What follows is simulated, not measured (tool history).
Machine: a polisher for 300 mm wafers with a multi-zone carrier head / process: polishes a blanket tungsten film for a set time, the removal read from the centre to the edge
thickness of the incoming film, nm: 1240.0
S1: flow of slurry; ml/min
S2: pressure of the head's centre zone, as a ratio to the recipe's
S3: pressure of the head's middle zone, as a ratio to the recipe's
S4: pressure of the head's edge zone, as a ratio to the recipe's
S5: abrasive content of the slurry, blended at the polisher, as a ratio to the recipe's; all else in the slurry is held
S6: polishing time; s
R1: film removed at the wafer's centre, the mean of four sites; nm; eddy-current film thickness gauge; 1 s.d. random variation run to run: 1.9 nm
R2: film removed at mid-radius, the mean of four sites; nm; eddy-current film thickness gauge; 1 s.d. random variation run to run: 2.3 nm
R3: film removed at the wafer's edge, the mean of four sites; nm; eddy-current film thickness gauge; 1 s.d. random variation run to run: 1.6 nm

Run 1, hour 0.0: S1 220 ml/min, S2 1.00, S3 1.00, S4 1.00, S5 1.00, S6 57 s. Result: R1 302.11 nm, R2 298.63 nm, R3 303.41 nm.
Run 2, hour 2.3: S1 220 ml/min, S2 0.99, S3 1.01, S4 0.98, S5 0.95, S6 55 s. Result: R1 284.82 nm, R2 289.16 nm, R3 284.97 nm.
Run 3, hour 8.8: S1 220 ml/min, S2 0.99, S3 1.01, S4 0.98, S5 0.95, S6 49 s. Result: R1 251.50 nm, R2 252.05 nm, R3 251.51 nm.
Run 4, hour 11.1: S1 240 ml/min, S2 0.99, S3 1.01, S4 0.98, S5 0.95, S6 49 s. Result: R1 255.12 nm, R2 259.25 nm, R3 257.18 nm.
Run 5, hour 15.4: S1 235 ml/min, S2 0.98, S3 1.02, S4 0.96, S5 0.90, S6 48 s. Result: R1 240.70 nm, R2 255.80 nm, R3 240.98 nm.
Run 6, hour 21.8: S1 235 ml/min, S2 0.98, S3 1.02, S4 0.96, S5 0.90, S6 40 s. Result: R1 199.68 nm, R2 206.89 nm, R3 200.43 nm.
Run 7, hour 28.9: S1 230 ml/min, S2 0.97, S3 1.03, S4 0.95, S5 0.90, S6 40 s. Result: R1 194.76 nm, R2 214.58 nm, R3 196.58 nm.
Run 8, hour 35.5: S1 225 ml/min, S2 0.97, S3 1.03, S4 0.94, S5 0.90, S6 40 s. Result: R1 197.05 nm, R2 210.15 nm, R3 198.40 nm.
Run 9, hour 42.1: S1 220 ml/min, S2 0.97, S3 1.04, S4 0.93, S5 0.90, S6 40 s. Result: R1 196.15 nm, R2 213.00 nm, R3 195.98 nm.
Run 10, hour 50.1: S1 215 ml/min, S2 0.96, S3 1.04, S4 0.92, S5 0.90, S6 40 s. Result: R1 194.16 nm, R2 210.08 nm, R3 196.18 nm.
Run 11, hour 51.5: S1 215 ml/min, S2 0.96, S3 1.05, S4 0.91, S5 0.85, S6 40 s. Result: R1 190.25 nm, R2 207.51 nm, R3 187.86 nm.
Run 12, hour 57.8: S1 215 ml/min, S2 0.95, S3 1.06, S4 0.90, S5 0.85, S6 40 s. Result: R1 185.38 nm, R2 209.21 nm, R3 190.81 nm.

The next listed run, before its measurement:
Run 13, hour 61.8: S1 215 ml/min, S2 0.95, S3 1.07, S4 0.89, S5 0.85, S6 40 s. Result: R1 ?, R2 ?, R3 ?.

{"run 13": {"R1": 190.51, "R2": 212.72, "R3": 188.18}}

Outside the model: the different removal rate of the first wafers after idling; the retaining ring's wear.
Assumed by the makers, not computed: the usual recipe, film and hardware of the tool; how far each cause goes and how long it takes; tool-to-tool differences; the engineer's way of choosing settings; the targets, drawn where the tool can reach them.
